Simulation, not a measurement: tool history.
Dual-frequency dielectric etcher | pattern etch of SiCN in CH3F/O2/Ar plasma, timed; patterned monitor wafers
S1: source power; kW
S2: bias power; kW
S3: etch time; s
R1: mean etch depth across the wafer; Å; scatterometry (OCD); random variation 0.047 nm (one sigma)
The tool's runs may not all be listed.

run 1 hour=0.0 | S1=0.440 S2=0.054 S3=53.0 | R1=187.03
run 2 hour=1.2 | S1=0.440 S2=0.054 S3=49.0 | R1=174.19
run 3 hour=7.7 | S1=0.440 S2=0.054 S3=53.0 | R1=187.70
run 4 hour=9.1 | S1=0.420 S2=0.051 S3=52.5 | R1=179.23
run 5 hour=17.2 | S1=0.400 S2=0.048 S3=52.0 | R1=169.34
run 6 hour=18.6 | S1=0.380 S2=0.046 S3=52.0 | R1=162.81
run 7 hour=20.2 | S1=0.360 S2=0.045 S3=52.0 | R1=158.09
run 8 hour=22.3 | S1=0.350 S2=0.044 S3=52.0 | R1=156.10
run 9 hour=25.4 | S1=0.260 S2=0.033 S3=51.0 | R1=120.13

Run 10 comes next. What will it give?
run 10 hour=30.1 | S1=0.270 S2=0.033 S3=51.0 | R1=?

Run 10 gave R1 122.57 Å.
